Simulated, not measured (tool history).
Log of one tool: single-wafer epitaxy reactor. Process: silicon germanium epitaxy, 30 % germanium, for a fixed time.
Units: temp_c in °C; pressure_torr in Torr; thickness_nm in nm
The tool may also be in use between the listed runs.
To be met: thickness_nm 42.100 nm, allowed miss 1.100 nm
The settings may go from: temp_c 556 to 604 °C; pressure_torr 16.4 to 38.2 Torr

run 1 hour=0.0 | temp_c=580 pressure_torr=27.3 | thickness_nm=50.684
run 2 hour=8.1 | temp_c=578 pressure_torr=27.2 | thickness_nm=48.417
run 3 hour=12.2 | temp_c=585 pressure_torr=27.2 | thickness_nm=56.626
run 4 hour=16.2 | temp_c=582 pressure_torr=27.1 | thickness_nm=52.817
run 5 hour=17.2 | temp_c=582 pressure_torr=22.8 | thickness_nm=50.319
run 6 hour=26.2 | temp_c=588 pressure_torr=22.8 | thickness_nm=57.505
run 7 hour=34.5 | temp_c=584 pressure_torr=22.6 | thickness_nm=52.639
run 8 hour=40.6 | temp_c=581 pressure_torr=22.5 | thickness_nm=49.269

5 next moves are on the table. One of them brings every result within its allowed miss. Which?
run A hour=46.7 | temp_c=573 pressure_torr=24.2 | thickness_nm=?
run B hour=46.7 | temp_c=579 pressure_torr=21.9 | thickness_nm=?
run C hour=46.7 | temp_c=572 pressure_torr=22.2 | thickness_nm=?
run D hour=46.7 | temp_c=587 pressure_torr=18.1 | thickness_nm=?
run E hour=46.7 | temp_c=584 pressure_torr=28.6 | thickness_nm=?

move=A thickness_nm=41.957
move=B thickness_nm=46.637
move=C thickness_nm=40.102
move=D thickness_nm=52.848
move=E thickness_nm=55.915
A: meets every target
B: nearer than the last run, and not there yet
C: takes the result that was furthest off past its target
D: further off than the last run
E: further off than the last run
Move A is the one to make.

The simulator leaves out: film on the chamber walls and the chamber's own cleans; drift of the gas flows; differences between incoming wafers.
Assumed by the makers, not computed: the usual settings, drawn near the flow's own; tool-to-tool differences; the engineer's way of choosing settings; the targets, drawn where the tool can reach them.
